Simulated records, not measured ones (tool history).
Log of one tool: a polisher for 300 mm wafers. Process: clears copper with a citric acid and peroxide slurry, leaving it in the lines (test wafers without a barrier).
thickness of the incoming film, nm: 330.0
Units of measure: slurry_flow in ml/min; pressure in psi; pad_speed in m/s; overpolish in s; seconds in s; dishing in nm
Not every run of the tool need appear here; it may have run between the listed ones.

run,day,slurry_flow,pressure,pad_speed,slurry_solids,overpolish,seconds,dishing
1,0.000,125,4.2,1.12,1.0,23,89.500,42.213
2,0.204,125,4.2,1.22,1.0,23,84.880,42.678
3,0.262,125,4.4,1.22,1.0,22,81.450,43.104
4,0.400,130,4.6,1.22,1.0,21,76.491,45.372
5,0.592,135,4.7,1.22,1.0,20,75.784,42.558
6,0.808,135,4.7,1.22,1.2,20,71.761,42.917
7,1.125,135,4.8,1.22,1.2,20,70.894,44.585
8,1.350,135,4.9,1.22,1.2,20,69.007,44.452
9,1.446,135,5.0,1.22,1.2,20,67.222,46.197
10,1.646,135,5.1,1.22,1.2,20,65.447,44.066
11,1.721,135,5.2,1.22,1.2,20,64.217,46.381
12,1.783,135,5.3,1.22,1.2,20,63.229,47.015
13,1.883,140,5.6,1.22,1.2,19,59.614,48.786
14,1.908,140,5.7,1.22,1.2,17,60.345,45.262

Run 15 comes next. What will it give?
15,1.975,140,5.7,1.22,1.2,17,?,?

seconds: 58.874 s
dishing: 43.872 nm

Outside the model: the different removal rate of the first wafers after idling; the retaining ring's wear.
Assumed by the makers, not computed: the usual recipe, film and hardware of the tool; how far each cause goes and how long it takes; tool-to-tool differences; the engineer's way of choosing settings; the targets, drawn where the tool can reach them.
